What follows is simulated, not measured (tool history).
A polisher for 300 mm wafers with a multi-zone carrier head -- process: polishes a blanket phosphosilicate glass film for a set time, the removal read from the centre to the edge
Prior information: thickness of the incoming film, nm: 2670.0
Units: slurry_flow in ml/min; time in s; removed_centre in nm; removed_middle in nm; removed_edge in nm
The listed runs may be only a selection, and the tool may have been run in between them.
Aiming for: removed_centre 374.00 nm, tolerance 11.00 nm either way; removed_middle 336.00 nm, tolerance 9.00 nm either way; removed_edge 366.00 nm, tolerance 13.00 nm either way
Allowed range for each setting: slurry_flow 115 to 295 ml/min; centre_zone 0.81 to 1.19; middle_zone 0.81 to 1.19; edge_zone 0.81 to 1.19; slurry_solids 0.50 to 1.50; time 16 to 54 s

run 1 day=0.000 | slurry_flow=190 centre_zone=1.00 middle_zone=1.00 edge_zone=1.00 slurry_solids=1.00 time=35 | removed_centre=280.82 removed_middle=291.42 removed_edge=287.99
run 2 day=0.088 | slurry_flow=200 centre_zone=1.03 middle_zone=1.00 edge_zone=1.05 slurry_solids=1.05 time=35 | removed_centre=291.02 removed_middle=300.41 removed_edge=296.83
run 3 day=0.450 | slurry_flow=200 centre_zone=1.05 middle_zone=0.97 edge_zone=1.07 slurry_solids=1.15 time=35 | removed_centre=310.02 removed_middle=302.45 removed_edge=307.61
run 4 day=0.779 | slurry_flow=235 centre_zone=1.05 middle_zone=0.97 edge_zone=1.07 slurry_solids=1.15 time=35 | removed_centre=312.74 removed_middle=306.68 removed_edge=317.48
run 5 day=1.100 | slurry_flow=235 centre_zone=0.98 middle_zone=0.97 edge_zone=1.07 slurry_solids=1.15 time=35 | removed_centre=293.29 removed_middle=309.74 removed_edge=315.18
run 6 day=1.471 | slurry_flow=235 centre_zone=0.92 middle_zone=0.97 edge_zone=1.07 slurry_solids=1.15 time=35 | removed_centre=276.17 removed_middle=307.46 removed_edge=320.43
run 7 day=1.654 | slurry_flow=240 centre_zone=0.97 middle_zone=0.95 edge_zone=1.09 slurry_solids=1.25 time=35 | removed_centre=303.15 removed_middle=316.74 removed_edge=328.74
run 8 day=1.933 | slurry_flow=250 centre_zone=1.00 middle_zone=0.94 edge_zone=1.11 slurry_solids=1.30 time=35 | removed_centre=319.67 removed_middle=319.96 removed_edge=341.26
run 9 day=2.158 | slurry_flow=255 centre_zone=1.03 middle_zone=0.94 edge_zone=1.13 slurry_solids=1.35 time=35 | removed_centre=333.11 removed_middle=325.67 removed_edge=352.05

Of the 4 settings listed for the next run, only one would bring every result within its allowed miss of target. Which one?
run A day=2.383 | slurry_flow=275 centre_zone=0.95 middle_zone=0.84 edge_zone=1.19 slurry_solids=1.45 time=34 | removed_centre=? removed_middle=? removed_edge=?
run B day=2.383 | slurry_flow=270 centre_zone=1.09 middle_zone=0.99 edge_zone=1.12 slurry_solids=1.40 time=36 | removed_centre=? removed_middle=? removed_edge=?
run C day=2.383 | slurry_flow=250 centre_zone=1.10 middle_zone=0.92 edge_zone=1.14 slurry_solids=1.50 time=35 | removed_centre=? removed_middle=? removed_edge=?
run D day=2.383 | slurry_flow=260 centre_zone=1.12 middle_zone=0.87 edge_zone=1.05 slurry_solids=1.40 time=35 | removed_centre=? removed_middle=? removed_edge=?

move=A removed_centre=309.15 removed_middle=307.76 removed_edge=358.25
move=B removed_centre=370.67 removed_middle=349.47 removed_edge=361.94
move=C removed_centre=369.69 removed_middle=332.55 removed_edge=362.26
move=D removed_centre=368.65 removed_middle=316.38 removed_edge=340.07
A: lands further from the targets than the last run did
B: meets the target for the result that was furthest off, but another lies outside its allowed miss
C: every result lands within tolerance
D: meets the target for the result that was furthest off, but another lies outside its allowed miss
The move that meets every target is C.
